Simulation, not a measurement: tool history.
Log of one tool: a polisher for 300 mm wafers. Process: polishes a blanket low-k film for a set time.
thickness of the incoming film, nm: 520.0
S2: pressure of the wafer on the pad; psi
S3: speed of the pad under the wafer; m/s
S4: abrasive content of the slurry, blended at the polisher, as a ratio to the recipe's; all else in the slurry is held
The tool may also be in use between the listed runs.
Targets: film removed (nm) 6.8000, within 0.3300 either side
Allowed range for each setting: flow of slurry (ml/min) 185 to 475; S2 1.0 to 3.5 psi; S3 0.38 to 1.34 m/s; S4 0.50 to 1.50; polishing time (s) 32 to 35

Run 1, hour 0.0: flow of slurry (ml/min) 305, S2 2.2 psi, S3 0.86 m/s, S4 1.00, polishing time (s) 35. Result: film removed (nm) 15.6540.
Run 2, hour 6.9: flow of slurry (ml/min) 305, S2 2.0 psi, S3 0.86 m/s, S4 1.00, polishing time (s) 35. Result: film removed (nm) 14.2640.
Run 3, hour 12.8: flow of slurry (ml/min) 305, S2 1.9 psi, S3 0.82 m/s, S4 1.00, polishing time (s) 35. Result: film removed (nm) 13.2560.
Run 4, hour 17.7: flow of slurry (ml/min) 305, S2 1.9 psi, S3 0.82 m/s, S4 1.00, polishing time (s) 35. Result: film removed (nm) 13.1690.
Run 5, hour 23.6: flow of slurry (ml/min) 355, S2 1.9 psi, S3 0.82 m/s, S4 1.00, polishing time (s) 35. Result: film removed (nm) 13.2980.
Run 6, hour 30.8: flow of slurry (ml/min) 355, S2 1.9 psi, S3 0.82 m/s, S4 1.00, polishing time (s) 35. Result: film removed (nm) 13.4380.
Run 7, hour 32.8: flow of slurry (ml/min) 355, S2 1.8 psi, S3 0.78 m/s, S4 1.00, polishing time (s) 35. Result: film removed (nm) 12.2480.
Run 8, hour 41.1: flow of slurry (ml/min) 355, S2 1.7 psi, S3 0.74 m/s, S4 1.00, polishing time (s) 35. Result: film removed (nm) 10.8980.
Run 9, hour 44.3: flow of slurry (ml/min) 355, S2 1.6 psi, S3 0.72 m/s, S4 1.00, polishing time (s) 35. Result: film removed (nm) 10.2480.
Run 10, hour 51.9: flow of slurry (ml/min) 355, S2 1.5 psi, S3 0.70 m/s, S4 1.00, polishing time (s) 35. Result: film removed (nm) 9.2785.
Run 11, hour 58.1: flow of slurry (ml/min) 355, S2 1.4 psi, S3 0.70 m/s, S4 1.00, polishing time (s) 35. Result: film removed (nm) 8.8931.
Run 12, hour 65.4: flow of slurry (ml/min) 355, S2 1.3 psi, S3 0.70 m/s, S4 1.00, polishing time (s) 35. Result: film removed (nm) 8.0060.
Run 13, hour 71.8: flow of slurry (ml/min) 355, S2 1.0 psi, S3 0.70 m/s, S4 1.00, polishing time (s) 35. Result: film removed (nm) 6.4150.
Run 14, hour 74.9: flow of slurry (ml/min) 360, S2 1.0 psi, S3 0.70 m/s, S4 1.00, polishing time (s) 35. Result: film removed (nm) 6.2170.

Exercise: of the 4 proposed moves below, exactly one satisfies all targets within the stated allowed misses. Which move is it?
Run A, hour 78.0: flow of slurry (ml/min) 365, S2 1.3 psi, S3 0.70 m/s, S4 0.75, polishing time (s) 34. Result: film removed (nm) ?.
Run B, hour 78.0: flow of slurry (ml/min) 385, S2 1.2 psi, S3 0.52 m/s, S4 1.00, polishing time (s) 35. Result: film removed (nm) ?.
Run C, hour 78.0: flow of slurry (ml/min) 370, S2 1.0 psi, S3 0.68 m/s, S4 1.05, polishing time (s) 34. Result: film removed (nm) ?.
Run D, hour 78.0: flow of slurry (ml/min) 380, S2 1.0 psi, S3 0.66 m/s, S4 0.95, polishing time (s) 33. Result: film removed (nm) ?.

move  film removed (nm)
   A             6.7913
   B             5.9763
   C             6.1845
   D             5.5946
A: every result lands within tolerance
B: moves away from the targets compared with the last run
C: moves away from the targets compared with the last run
D: moves away from the targets compared with the last run
Go with A: it meets all targets.

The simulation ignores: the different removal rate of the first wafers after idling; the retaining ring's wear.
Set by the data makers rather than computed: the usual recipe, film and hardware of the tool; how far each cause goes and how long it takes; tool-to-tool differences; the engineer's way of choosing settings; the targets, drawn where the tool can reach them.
